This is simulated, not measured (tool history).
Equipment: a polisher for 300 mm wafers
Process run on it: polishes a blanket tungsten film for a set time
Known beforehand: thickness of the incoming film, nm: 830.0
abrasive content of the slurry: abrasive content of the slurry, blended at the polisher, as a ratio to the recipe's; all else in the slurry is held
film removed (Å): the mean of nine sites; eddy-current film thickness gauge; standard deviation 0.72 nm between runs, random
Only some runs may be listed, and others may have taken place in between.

| run | hour | flow of slurry (ml/min) | pressure of the wafer on the pad (psi) | speed of the pad under the wafer (cm/s) | abrasive content of the slurry | polishing time (s) | film removed (Å) |
|---|---|---|---|---|---|---|---|
| 1 | 0.0 | 280 | 2.6 | 130 | 1.0 | 31 | 1072.40 |
| 2 | 4.7 | 280 | 2.6 | 130 | 1.0 | 31 | 1088.30 |
| 3 | 11.3 | 280 | 2.6 | 130 | 1.0 | 31 | 1071.30 |
| 4 | 17.2 | 280 | 2.6 | 130 | 1.0 | 31 | 1076.10 |
| 5 | 17.7 | 280 | 2.4 | 130 | 1.0 | 31 | 1002.00 |
| 6 | 23.8 | 280 | 2.2 | 128 | 1.0 | 31 | 897.68 |
| 7 | 29.1 | 280 | 2.1 | 128 | 1.0 | 31 | 866.27 |
| 8 | 36.6 | 280 | 2.0 | 128 | 1.0 | 31 | 837.56 |

Forecast run 9:
| 9 | 45.3 | 280 | 2.0 | 128 | 1.0 | 31 | ? |

film removed (Å): 832.50

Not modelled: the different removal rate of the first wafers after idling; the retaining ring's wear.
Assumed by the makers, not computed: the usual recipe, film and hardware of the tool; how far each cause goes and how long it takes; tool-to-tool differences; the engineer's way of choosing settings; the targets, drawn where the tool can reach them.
